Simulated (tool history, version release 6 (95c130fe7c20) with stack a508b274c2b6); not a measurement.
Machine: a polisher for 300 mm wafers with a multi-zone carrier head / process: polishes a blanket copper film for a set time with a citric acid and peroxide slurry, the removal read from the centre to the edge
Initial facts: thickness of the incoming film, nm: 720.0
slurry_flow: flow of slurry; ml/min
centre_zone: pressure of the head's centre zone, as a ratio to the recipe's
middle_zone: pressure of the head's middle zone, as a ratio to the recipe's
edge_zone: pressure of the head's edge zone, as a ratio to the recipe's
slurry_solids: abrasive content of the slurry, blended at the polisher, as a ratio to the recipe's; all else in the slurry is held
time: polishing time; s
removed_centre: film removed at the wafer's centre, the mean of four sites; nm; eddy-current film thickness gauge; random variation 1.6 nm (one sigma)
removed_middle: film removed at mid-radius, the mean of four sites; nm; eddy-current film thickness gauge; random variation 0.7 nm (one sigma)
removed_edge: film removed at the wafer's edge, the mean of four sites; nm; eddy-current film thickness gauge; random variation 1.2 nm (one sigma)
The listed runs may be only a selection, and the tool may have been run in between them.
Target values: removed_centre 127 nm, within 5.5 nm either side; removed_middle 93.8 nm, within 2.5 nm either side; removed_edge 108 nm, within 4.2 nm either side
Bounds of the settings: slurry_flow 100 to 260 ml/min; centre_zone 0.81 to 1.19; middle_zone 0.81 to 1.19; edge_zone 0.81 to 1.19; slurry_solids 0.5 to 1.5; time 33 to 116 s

run	hour	slurry_flow	centre_zone	middle_zone	edge_zone	slurry_solids	time	removed_centre	removed_middle	removed_edge
1	0	165	1	1	1	1	74	182.11	178.08	178.12
2	4.8	160	1.01	0.98	0.99	0.95	71	176.82	166.33	169.58
3	8.4	180	1.01	0.98	0.99	0.95	71	175.28	167.13	171.38
4	12	175	1.02	0.96	0.97	0.9	68	171.71	157.43	156.91
5	18.2	175	1.02	0.99	0.97	0.9	68	172.79	160.13	155.9
6	19.7	150	1.02	0.99	0.97	0.9	68	168.04	157.72	153.45
7	20.3	150	1.03	0.97	0.98	0.85	65	156.26	147.17	152.07
8	23.1	140	1.13	0.87	0.88	0.95	44	119.32	91.555	99.159
9	28.9	145	1.13	0.87	0.89	0.95	44	121.3	92.308	99.866
10	31.8	145	1.13	0.87	0.9	0.95	44	118.58	90.811	100.23
11	40.2	150	1.13	0.87	0.91	0.95	44	117.47	92.169	99.744
12	43.7	145	1.13	0.87	0.91	1	44	122.29	93.321	100.8
13	47.9	145	1.13	0.87	0.93	1	44	123.15	92.829	100.93
14	55.7	145	1.12	0.86	0.94	1	44	122.4	91.674	101.45
15	60.4	145	1.11	0.86	0.95	1	44	119.21	90.764	102.14
16	68	145	1.11	0.86	0.96	1	44	115.54	91.835	102.86

Of the 5 settings listed for the next run, only one would bring every result within its allowed miss of target. Which one?
A	75.6	155	1.12	0.95	0.94	1	43	?	?	?
B	75.6	160	0.95	0.99	0.94	0.8	41	?	?	?
C	75.6	165	1.14	0.83	0.96	1	46	?	?	?
D	75.6	120	1.02	0.89	1.03	0.95	45	?	?	?
E	75.6	135	1.08	0.85	0.85	1.1	43	?	?	?

move	removed_centre	removed_middle	removed_edge
A	117.97	97.901	101.28
B	92.09	93.392	93.079
C	129.62	94.454	110.16
D	106.55	92.574	106.31
E	113.07	89.079	97.707
A: gains on the last run, yet a result remains outside its allowed miss
B: lands further from the targets than the last run did
C: meets every target
D: lands further from the targets than the last run did
E: lands further from the targets than the last run did
C meets every target.
